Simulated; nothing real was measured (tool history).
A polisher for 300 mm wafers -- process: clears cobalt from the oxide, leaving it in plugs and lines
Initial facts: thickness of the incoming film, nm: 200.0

run,hour,flow of slurry (ml/min),pressure of the wafer on the pad (kPa),speed of the pad under the wafer (m/s),overpolish time after the end point (s),time until the end point was called (s),dishing of a wide line in a test structure (angstrom)
1,0,185,11,1.16,18,41.68,542.12
2,0.8,140,11,1.16,18,43.11,534.05
3,5.5,145,10.3,1.16,17,44.752,504.94
4,14.1,140,9.7,1.18,16,47.526,477.72
5,15.1,135,9.7,1.18,15,47.299,458.27
6,17.8,130,9,1.2,14,48.812,434.3
7,24.2,130,8.3,1.22,13,50.852,386.75
8,31.8,130,8.3,1.22,12,51.031,385.82
9,37.8,130,7.6,1.24,11,54.307,335.56
10,45.6,130,7.6,1.24,10,54.344,323.58

Forecast run 11:
11,49.8,135,7.6,1.26,7,?,?

{"run 11": {"time until the end point was called (s)": 52.169, "dishing of a wide line in a test structure (angstrom)": 248.89}}
